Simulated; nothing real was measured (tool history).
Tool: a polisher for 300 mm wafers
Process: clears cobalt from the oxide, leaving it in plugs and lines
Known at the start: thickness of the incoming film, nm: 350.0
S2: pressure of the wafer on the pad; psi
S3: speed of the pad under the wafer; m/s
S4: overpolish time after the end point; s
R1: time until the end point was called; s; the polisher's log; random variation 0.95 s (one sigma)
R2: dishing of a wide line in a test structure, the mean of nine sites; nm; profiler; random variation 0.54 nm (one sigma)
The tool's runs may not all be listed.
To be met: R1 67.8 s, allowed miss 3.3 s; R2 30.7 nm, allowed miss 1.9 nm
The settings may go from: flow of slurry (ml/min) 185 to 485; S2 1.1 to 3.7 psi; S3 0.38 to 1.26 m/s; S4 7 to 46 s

{"run": 1, "hour": 0.0, "flow of slurry (ml/min)": 310, "S2": 2.4, "S3": 0.82, "S4": 24, "R1": 76.252, "R2": 55.166}
{"run": 2, "hour": 7.9, "flow of slurry (ml/min)": 235, "S2": 2.4, "S3": 0.82, "S4": 24, "R1": 78.572, "R2": 53.23}
{"run": 3, "hour": 10.2, "flow of slurry (ml/min)": 235, "S2": 2.4, "S3": 0.82, "S4": 30, "R1": 80.56, "R2": 58.776}
{"run": 4, "hour": 11.3, "flow of slurry (ml/min)": 225, "S2": 2.4, "S3": 0.82, "S4": 26, "R1": 79.812, "R2": 57.097}
{"run": 5, "hour": 14.8, "flow of slurry (ml/min)": 275, "S2": 2.4, "S3": 0.82, "S4": 22, "R1": 78.038, "R2": 53.842}
{"run": 6, "hour": 15.8, "flow of slurry (ml/min)": 260, "S2": 2.4, "S3": 0.82, "S4": 19, "R1": 78.428, "R2": 49.885}
{"run": 7, "hour": 18.4, "flow of slurry (ml/min)": 245, "S2": 2.5, "S3": 0.82, "S4": 17, "R1": 75.517, "R2": 49.065}
{"run": 8, "hour": 20.1, "flow of slurry (ml/min)": 255, "S2": 2.6, "S3": 0.82, "S4": 7, "R1": 75.531, "R2": 28.7}
{"run": 9, "hour": 24.4, "flow of slurry (ml/min)": 255, "S2": 2.7, "S3": 0.84, "S4": 8, "R1": 72.343, "R2": 32.241}
{"run": 10, "hour": 32.5, "flow of slurry (ml/min)": 255, "S2": 2.7, "S3": 0.84, "S4": 8, "R1": 71.416, "R2": 33.106}
{"run": 11, "hour": 41.5, "flow of slurry (ml/min)": 245, "S2": 2.8, "S3": 0.82, "S4": 8, "R1": 71.551, "R2": 32.877}

Which of these 4 next moves meets every target?
{"run": "A", "hour": 50.5, "flow of slurry (ml/min)": 185, "S2": 3.5, "S3": 0.78, "S4": 7, "R1": "?", "R2": "?"}
{"run": "B", "hour": 50.5, "flow of slurry (ml/min)": 240, "S2": 2.8, "S3": 0.7, "S4": 11, "R1": "?", "R2": "?"}
{"run": "C", "hour": 50.5, "flow of slurry (ml/min)": 195, "S2": 3, "S3": 0.78, "S4": 9, "R1": "?", "R2": "?"}
{"run": "D", "hour": 50.5, "flow of slurry (ml/min)": 325, "S2": 2.9, "S3": 0.84, "S4": 8, "R1": "?", "R2": "?"}

move=A R1=68.033 R2=31.187
move=B R1=83.172 R2=37.042
move=C R1=74.744 R2=34.796
move=D R1=67.224 R2=34.515
A: meets every target
B: further off than the last run
C: further off than the last run
D: further off than the last run
Answer: A

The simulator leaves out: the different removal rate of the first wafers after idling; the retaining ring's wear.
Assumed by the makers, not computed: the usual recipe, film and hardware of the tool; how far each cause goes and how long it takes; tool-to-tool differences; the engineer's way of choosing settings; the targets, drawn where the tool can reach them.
